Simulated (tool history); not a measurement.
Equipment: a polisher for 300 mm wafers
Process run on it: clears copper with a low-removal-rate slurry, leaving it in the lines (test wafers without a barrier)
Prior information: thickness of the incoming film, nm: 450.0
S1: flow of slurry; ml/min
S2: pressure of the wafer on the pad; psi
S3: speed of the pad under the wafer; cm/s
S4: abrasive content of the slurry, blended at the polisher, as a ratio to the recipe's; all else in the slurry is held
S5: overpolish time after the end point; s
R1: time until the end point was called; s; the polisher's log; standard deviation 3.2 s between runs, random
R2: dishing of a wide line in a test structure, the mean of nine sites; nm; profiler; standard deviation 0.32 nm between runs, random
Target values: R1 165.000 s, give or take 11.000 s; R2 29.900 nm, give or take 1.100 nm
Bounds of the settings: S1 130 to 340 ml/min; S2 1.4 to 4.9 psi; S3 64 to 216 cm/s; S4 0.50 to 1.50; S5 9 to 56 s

run	hour	S1	S2	S3	S4	S5	R1	R2
1	0.0	220	3.1	140	1.00	29	116.960	64.083
2	2.6	220	3.1	164	1.00	29	95.387	72.182
3	8.7	220	3.1	164	1.00	23	99.391	59.691
4	16.0	220	2.7	164	1.00	23	116.970	53.324
5	19.7	220	2.7	190	1.00	23	99.994	59.627
6	21.3	220	2.7	164	1.00	23	116.420	53.597
7	22.0	225	1.8	144	0.95	9	186.180	14.576
8	26.3	205	1.9	142	1.10	13	176.220	21.632
9	30.9	185	2.0	142	1.15	14	174.440	23.939
10	32.8	170	2.1	142	1.20	14	171.330	25.665
11	36.3	160	2.2	142	1.20	14	156.170	25.846
# hour 40.1: slurry nozzle cleaned
12	40.1	220	2.2	144	1.20	17	144.730	33.148
13	47.1	200	2.2	144	1.20	17	145.520	33.505
14	53.2	200	1.8	144	1.20	17	182.290	27.501
15	61.9	215	1.8	144	1.20	17	171.850	28.270

Of the 5 settings listed for the next run, only one would bring every result within its allowed miss of target. Which one?
A	70.6	170	2.3	128	1.20	14	?	?
B	70.6	240	2.0	134	1.25	17	?	?
C	70.6	155	1.8	144	1.10	21	?	?
D	70.6	195	1.9	124	1.35	20	?	?
E	70.6	220	1.8	146	1.15	17	?	?

move	R1	R2
A	157.570	25.721
B	163.900	29.273
C	183.570	31.636
D	186.510	30.037
E	171.550	27.963
A: the biggest miss grows against the last run
B: meets every target
C: carries the result that was furthest off beyond its target, to the other side
D: gets the furthest-off result to its target, but another result is out of tolerance
E: the biggest miss grows against the last run
So the answer is move B, the one that meets all the targets.
